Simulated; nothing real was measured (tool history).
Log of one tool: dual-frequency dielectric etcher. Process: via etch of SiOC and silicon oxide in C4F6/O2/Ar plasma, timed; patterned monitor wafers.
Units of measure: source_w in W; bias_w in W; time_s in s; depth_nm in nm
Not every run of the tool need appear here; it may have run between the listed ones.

run,day,source_w,bias_w,time_s,depth_nm
1,0,350,148,106.5,108.03
2,0.033,310,133,106.5,97.196
3,0.117,280,123,106.5,90.15
4,0.238,280,123,111.5,94.326
5,0.475,280,123,111.5,94.087
6,0.6,280,123,111.5,94.703
7,0.925,260,115,110.5,88.462

What will run 8 give?
8,0.983,210,89,107,?

depth_nm: 67.488 nm
